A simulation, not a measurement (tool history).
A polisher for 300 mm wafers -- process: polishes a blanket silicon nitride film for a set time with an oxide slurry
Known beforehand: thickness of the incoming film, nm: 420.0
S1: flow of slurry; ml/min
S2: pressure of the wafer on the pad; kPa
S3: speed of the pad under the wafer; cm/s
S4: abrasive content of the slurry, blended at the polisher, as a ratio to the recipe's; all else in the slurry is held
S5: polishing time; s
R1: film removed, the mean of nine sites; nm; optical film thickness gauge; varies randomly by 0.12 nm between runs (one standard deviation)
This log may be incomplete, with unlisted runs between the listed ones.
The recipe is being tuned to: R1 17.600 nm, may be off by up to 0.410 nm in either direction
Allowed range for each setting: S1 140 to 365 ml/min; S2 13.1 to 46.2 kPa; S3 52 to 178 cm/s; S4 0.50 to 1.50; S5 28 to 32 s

run 1 hour=0.0 | S1=235 S2=29.6 S3=114 S4=1.00 S5=32 | R1=22.499
run 2 hour=5.0 | S1=185 S2=29.6 S3=114 S4=1.00 S5=32 | R1=21.384
run 3 hour=11.5 | S1=185 S2=24.8 S3=114 S4=1.00 S5=32 | R1=18.155
run 4 hour=13.5 | S1=185 S2=24.8 S3=114 S4=0.85 S5=32 | R1=17.241
run 5 hour=18.7 | S1=185 S2=20.0 S3=114 S4=0.85 S5=32 | R1=13.879
run 6 hour=24.4 | S1=185 S2=20.0 S3=114 S4=1.00 S5=32 | R1=15.021
run 7 hour=25.6 | S1=200 S2=20.7 S3=114 S4=1.00 S5=32 | R1=15.514
run 8 hour=34.3 | S1=215 S2=21.4 S3=114 S4=1.00 S5=32 | R1=16.235
run 9 hour=43.3 | S1=230 S2=21.4 S3=114 S4=1.00 S5=32 | R1=16.407
run 10 hour=46.6 | S1=240 S2=21.4 S3=114 S4=1.00 S5=32 | R1=16.372
run 11 hour=47.7 | S1=250 S2=21.4 S3=114 S4=1.00 S5=32 | R1=16.501
run 12 hour=55.0 | S1=260 S2=21.4 S3=114 S4=1.00 S5=32 | R1=16.547
run 13 hour=58.7 | S1=265 S2=21.4 S3=114 S4=1.00 S5=32 | R1=16.429
run 14 hour=64.4 | S1=265 S2=22.1 S3=114 S4=1.00 S5=32 | R1=17.118
run 15 hour=65.5 | S1=270 S2=22.1 S3=114 S4=1.00 S5=32 | R1=17.151

Which one of the following 4 next-run settings gets every result inside its allowed miss? There is exactly one.
run A hour=66.6 | S1=290 S2=23.4 S3=112 S4=1.05 S5=28 | R1=?
run B hour=66.6 | S1=255 S2=24.1 S3=96 S4=1.30 S5=32 | R1=?
run C hour=66.6 | S1=275 S2=26.9 S3=114 S4=0.80 S5=28 | R1=?
run D hour=66.6 | S1=265 S2=24.1 S3=104 S4=0.90 S5=32 | R1=?

move=A R1=15.952
move=B R1=17.558
move=C R1=16.604
move=D R1=16.567
A: lands further from the targets than the last run did
B: meets every target
C: lands further from the targets than the last run did
D: lands further from the targets than the last run did
Correct choice: B, which meets every target

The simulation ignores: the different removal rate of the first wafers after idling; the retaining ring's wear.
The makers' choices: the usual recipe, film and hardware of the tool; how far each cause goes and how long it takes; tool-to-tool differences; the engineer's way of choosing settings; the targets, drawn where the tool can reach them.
